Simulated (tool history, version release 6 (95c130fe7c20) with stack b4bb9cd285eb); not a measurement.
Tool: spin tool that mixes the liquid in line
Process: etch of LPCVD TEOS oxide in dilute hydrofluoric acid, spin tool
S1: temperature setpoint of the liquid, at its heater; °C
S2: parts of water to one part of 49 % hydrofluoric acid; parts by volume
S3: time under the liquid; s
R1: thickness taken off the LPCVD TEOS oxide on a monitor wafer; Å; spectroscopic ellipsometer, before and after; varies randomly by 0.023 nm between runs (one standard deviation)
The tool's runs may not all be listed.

run 1 hour=0.0 | S1=20.0 S2=270 S3=20 | R1=21.053
run 2 hour=4.9 | S1=22.0 S2=270 S3=20 | R1=22.597
run 3 hour=6.2 | S1=19.5 S2=270 S3=20 | R1=20.915
run 4 hour=9.4 | S1=22.0 S2=265 S3=20 | R1=23.292
run 5 hour=12.6 | S1=22.0 S2=265 S3=15 | R1=17.698
run 6 hour=16.3 | S1=22.0 S2=230 S3=15 | R1=20.791
run 7 hour=23.2 | S1=23.5 S2=215 S3=15 | R1=24.255

Expected results for the next run?
run 8 hour=28.6 | S1=26.5 S2=215 S3=15 | R1=?

Run 8 measured R1 26.938 Å.
